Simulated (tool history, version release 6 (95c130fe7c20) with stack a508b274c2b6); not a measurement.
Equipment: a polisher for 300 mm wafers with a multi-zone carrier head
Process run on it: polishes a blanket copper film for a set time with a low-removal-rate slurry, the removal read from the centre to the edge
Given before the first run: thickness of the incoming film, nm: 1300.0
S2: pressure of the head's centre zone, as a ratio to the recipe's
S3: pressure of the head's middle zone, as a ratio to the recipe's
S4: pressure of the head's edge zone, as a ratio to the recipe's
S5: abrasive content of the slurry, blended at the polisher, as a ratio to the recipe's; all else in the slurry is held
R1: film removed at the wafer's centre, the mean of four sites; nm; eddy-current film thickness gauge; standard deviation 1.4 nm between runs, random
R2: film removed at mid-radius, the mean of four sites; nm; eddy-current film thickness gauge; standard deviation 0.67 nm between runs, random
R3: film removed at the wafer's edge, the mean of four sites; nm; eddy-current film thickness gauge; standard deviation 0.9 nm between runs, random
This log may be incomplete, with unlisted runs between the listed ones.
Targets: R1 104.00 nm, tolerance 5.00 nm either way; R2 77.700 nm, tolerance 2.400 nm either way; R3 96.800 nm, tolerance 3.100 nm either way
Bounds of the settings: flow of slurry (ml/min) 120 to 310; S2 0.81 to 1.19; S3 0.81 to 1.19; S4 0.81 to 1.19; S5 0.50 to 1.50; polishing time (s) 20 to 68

Run 1, hour 0.0: flow of slurry (ml/min) 200, S2 1.00, S3 1.00, S4 1.00, S5 1.00, polishing time (s) 44. Result: R1 160.63 nm, R2 152.960 nm, R3 159.380 nm.
Run 2, hour 5.1: flow of slurry (ml/min) 200, S2 1.00, S3 1.00, S4 1.00, S5 1.00, polishing time (s) 48. Result: R1 176.58 nm, R2 166.530 nm, R3 171.150 nm.
Run 3, hour 8.5: flow of slurry (ml/min) 190, S2 1.02, S3 0.95, S4 0.98, S5 0.85, polishing time (s) 42. Result: R1 141.33 nm, R2 135.270 nm, R3 140.270 nm.
Run 4, hour 13.7: flow of slurry (ml/min) 190, S2 1.02, S3 0.95, S4 0.90, S5 0.85, polishing time (s) 42. Result: R1 142.95 nm, R2 132.330 nm, R3 135.650 nm.
Run 5, hour 17.2: flow of slurry (ml/min) 190, S2 1.07, S3 0.91, S4 0.96, S5 0.90, polishing time (s) 36. Result: R1 131.71 nm, R2 111.190 nm, R3 121.510 nm.
Run 6, hour 24.6: flow of slurry (ml/min) 180, S2 1.09, S3 0.88, S4 1.00, S5 0.85, polishing time (s) 33. Result: R1 119.45 nm, R2 95.996 nm, R3 111.490 nm.
Run 7, hour 30.6: flow of slurry (ml/min) 170, S2 1.10, S3 0.86, S4 1.00, S5 0.80, polishing time (s) 33. Result: R1 120.05 nm, R2 93.679 nm, R3 108.860 nm.
Run 8, hour 38.3: flow of slurry (ml/min) 165, S2 1.10, S3 0.85, S4 1.02, S5 0.75, polishing time (s) 32. Result: R1 110.84 nm, R2 88.662 nm, R3 105.090 nm.
Run 9, hour 41.4: flow of slurry (ml/min) 160, S2 1.12, S3 0.84, S4 1.03, S5 0.70, polishing time (s) 32. Result: R1 109.11 nm, R2 85.730 nm, R3 100.990 nm.
Run 10, hour 50.4: flow of slurry (ml/min) 155, S2 1.13, S3 0.83, S4 1.05, S5 0.70, polishing time (s) 32. Result: R1 108.53 nm, R2 83.094 nm, R3 103.700 nm.
Run 11, hour 55.3: flow of slurry (ml/min) 150, S2 1.14, S3 0.82, S4 1.05, S5 0.65, polishing time (s) 32. Result: R1 106.85 nm, R2 79.800 nm, R3 100.630 nm.

5 next moves are on the table. One of them brings every result within its allowed miss. Which?
Run A, hour 60.2: flow of slurry (ml/min) 145, S2 1.19, S3 0.89, S4 1.03, S5 0.60, polishing time (s) 30. Result: R1 ?, R2 ?, R3 ?.
Run B, hour 60.2: flow of slurry (ml/min) 195, S2 1.08, S3 0.85, S4 1.16, S5 0.50, polishing time (s) 33. Result: R1 ?, R2 ?, R3 ?.
Run C, hour 60.2: flow of slurry (ml/min) 135, S2 1.16, S3 0.82, S4 1.03, S5 0.70, polishing time (s) 31. Result: R1 ?, R2 ?, R3 ?.
Run D, hour 60.2: flow of slurry (ml/min) 145, S2 1.19, S3 0.91, S4 0.97, S5 0.65, polishing time (s) 32. Result: R1 ?, R2 ?, R3 ?.
Run E, hour 60.2: flow of slurry (ml/min) 170, S2 1.08, S3 0.88, S4 1.07, S5 0.55, polishing time (s) 32. Result: R1 ?, R2 ?, R3 ?.

move      R1      R2       R3
   A  101.46  77.194   89.321
   B  104.47  81.786  102.890
   C  105.42  76.651   95.377
   D  110.70  85.782   94.626
   E  101.59  82.064   96.819
A: the result that was furthest off in the last run now lies on the other side of its target
B: the biggest miss grows against the last run
C: meets every target
D: puts the biggest miss on target and leaves a different result outside tolerance
E: puts the biggest miss on target and leaves a different result outside tolerance
C meets every target.

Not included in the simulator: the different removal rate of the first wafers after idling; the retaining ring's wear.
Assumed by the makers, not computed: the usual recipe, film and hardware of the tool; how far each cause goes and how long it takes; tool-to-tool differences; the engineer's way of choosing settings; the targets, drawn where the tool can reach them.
